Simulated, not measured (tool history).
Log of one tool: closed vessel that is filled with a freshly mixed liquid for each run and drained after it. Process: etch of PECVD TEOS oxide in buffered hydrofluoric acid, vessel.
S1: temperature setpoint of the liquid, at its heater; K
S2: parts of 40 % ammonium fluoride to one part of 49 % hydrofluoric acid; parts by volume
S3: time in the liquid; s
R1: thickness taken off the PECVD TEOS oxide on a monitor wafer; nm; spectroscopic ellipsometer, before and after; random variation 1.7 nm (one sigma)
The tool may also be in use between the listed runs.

| run | hour | S1 | S2 | S3 | R1 |
|---|---|---|---|---|---|
| 1 | 0.0 | 295.15 | 9.0 | 100 | 270.73 |
| 2 | 7.9 | 295.15 | 9.0 | 110 | 298.02 |
| 3 | 11.7 | 293.65 | 9.0 | 110 | 271.96 |
| 4 | 15.1 | 291.15 | 9.0 | 110 | 238.45 |
| 5 | 20.1 | 290.65 | 9.0 | 110 | 232.12 |
| 6 | 21.7 | 290.65 | 7.0 | 110 | 303.40 |
| 7 | 26.8 | 290.65 | 7.5 | 110 | 283.30 |
| 8 | 30.5 | 290.15 | 8.5 | 110 | 240.73 |

Run 9 comes next. What will it give?
| 9 | 39.8 | 290.15 | 9.0 | 110 | ? |

R1: 227.21 nm
